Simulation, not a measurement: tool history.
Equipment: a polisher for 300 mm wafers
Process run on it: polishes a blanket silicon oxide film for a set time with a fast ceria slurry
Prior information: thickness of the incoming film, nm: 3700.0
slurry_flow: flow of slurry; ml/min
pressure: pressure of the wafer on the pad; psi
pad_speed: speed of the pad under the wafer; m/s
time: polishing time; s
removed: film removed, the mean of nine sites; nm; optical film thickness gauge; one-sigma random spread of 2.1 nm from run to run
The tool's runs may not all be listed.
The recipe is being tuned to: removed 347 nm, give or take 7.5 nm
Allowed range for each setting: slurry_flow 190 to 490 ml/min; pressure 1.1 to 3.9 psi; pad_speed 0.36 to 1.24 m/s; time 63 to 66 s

Run 1, hour 0: slurry_flow 315 ml/min, pressure 2.5 psi, pad_speed 0.8 m/s, time 63 s. Result: removed 638.14 nm.
Run 2, hour 6.5: slurry_flow 355 ml/min, pressure 2.5 psi, pad_speed 0.8 m/s, time 63 s. Result: removed 649.67 nm.
Run 3, hour 12.7: slurry_flow 355 ml/min, pressure 2.5 psi, pad_speed 0.8 m/s, time 63 s. Result: removed 640.72 nm.
Run 4, hour 13.3: slurry_flow 295 ml/min, pressure 2.5 psi, pad_speed 0.8 m/s, time 63 s. Result: removed 638.15 nm.
Run 5, hour 15.8: slurry_flow 345 ml/min, pressure 2.5 psi, pad_speed 0.8 m/s, time 63 s. Result: removed 643.83 nm.
Run 6, hour 18.9: slurry_flow 345 ml/min, pressure 2.2 psi, pad_speed 0.8 m/s, time 63 s. Result: removed 584.05 nm.
Run 7, hour 22.7: slurry_flow 340 ml/min, pressure 2 psi, pad_speed 0.78 m/s, time 63 s. Result: removed 536.76 nm.
Run 8, hour 31.3: slurry_flow 340 ml/min, pressure 1.8 psi, pad_speed 0.76 m/s, time 63 s. Result: removed 488.36 nm.
Run 9, hour 33.8: slurry_flow 340 ml/min, pressure 1.7 psi, pad_speed 0.74 m/s, time 63 s. Result: removed 455.07 nm.
Run 10, hour 40.8: slurry_flow 340 ml/min, pressure 1.6 psi, pad_speed 0.74 m/s, time 63 s. Result: removed 443.03 nm.
Run 11, hour 46.6: slurry_flow 340 ml/min, pressure 1.5 psi, pad_speed 0.72 m/s, time 63 s. Result: removed 418.55 nm.
Run 12, hour 53.1: slurry_flow 340 ml/min, pressure 1.4 psi, pad_speed 0.72 m/s, time 63 s. Result: removed 399.2 nm.
Run 13, hour 54.8: slurry_flow 335 ml/min, pressure 1.3 psi, pad_speed 0.72 m/s, time 63 s. Result: removed 378.93 nm.
Run 14, hour 58.5: slurry_flow 320 ml/min, pressure 1.3 psi, pad_speed 0.72 m/s, time 63 s. Result: removed 378.28 nm.
Run 15, hour 64.5: slurry_flow 305 ml/min, pressure 1.3 psi, pad_speed 0.72 m/s, time 63 s. Result: removed 372.97 nm.
Run 16, hour 70: slurry_flow 290 ml/min, pressure 1.3 psi, pad_speed 0.72 m/s, time 63 s. Result: removed 376.13 nm.
Run 17, hour 76.4: slurry_flow 280 ml/min, pressure 1.3 psi, pad_speed 0.72 m/s, time 63 s. Result: removed 374.47 nm.
Run 18, hour 79.9: slurry_flow 275 ml/min, pressure 1.3 psi, pad_speed 0.72 m/s, time 63 s. Result: removed 372.68 nm.
Run 19, hour 84.4: slurry_flow 270 ml/min, pressure 1.3 psi, pad_speed 0.72 m/s, time 63 s. Result: removed 376.29 nm.
Run 20, hour 89.5: slurry_flow 270 ml/min, pressure 1.3 psi, pad_speed 0.72 m/s, time 63 s. Result: removed 372.92 nm.
Run 21, hour 98.1: slurry_flow 265 ml/min, pressure 1.3 psi, pad_speed 0.72 m/s, time 63 s. Result: removed 376.04 nm.
Run 22, hour 104.1: slurry_flow 260 ml/min, pressure 1.2 psi, pad_speed 0.72 m/s, time 63 s. Result: removed 356.93 nm.
Run 23, hour 106.9: slurry_flow 240 ml/min, pressure 1.1 psi, pad_speed 0.72 m/s, time 63 s. Result: removed 337.41 nm.

Which single option among these 5 for the next run brings every result within its allowed miss of target? Just one does.
Run A, hour 109.7: slurry_flow 235 ml/min, pressure 1.1 psi, pad_speed 0.7 m/s, time 63 s. Result: removed ?.
Run B, hour 109.7: slurry_flow 290 ml/min, pressure 1.3 psi, pad_speed 0.58 m/s, time 66 s. Result: removed ?.
Run C, hour 109.7: slurry_flow 260 ml/min, pressure 1.2 psi, pad_speed 0.64 m/s, time 64 s. Result: removed ?.
Run D, hour 109.7: slurry_flow 225 ml/min, pressure 1.1 psi, pad_speed 0.68 m/s, time 63 s. Result: removed ?.
Run E, hour 109.7: slurry_flow 210 ml/min, pressure 1.2 psi, pad_speed 0.68 m/s, time 65 s. Result: removed ?.

move  removed
   A   334.17
   B   337.06
   C   334.42
   D   324.99
   E   349.49
A: lands further from the targets than the last run did
B: neither nearer nor further off than the last run
C: lands further from the targets than the last run did
D: lands further from the targets than the last run did
E: hits every target within its allowed miss
Move E is the one to make.

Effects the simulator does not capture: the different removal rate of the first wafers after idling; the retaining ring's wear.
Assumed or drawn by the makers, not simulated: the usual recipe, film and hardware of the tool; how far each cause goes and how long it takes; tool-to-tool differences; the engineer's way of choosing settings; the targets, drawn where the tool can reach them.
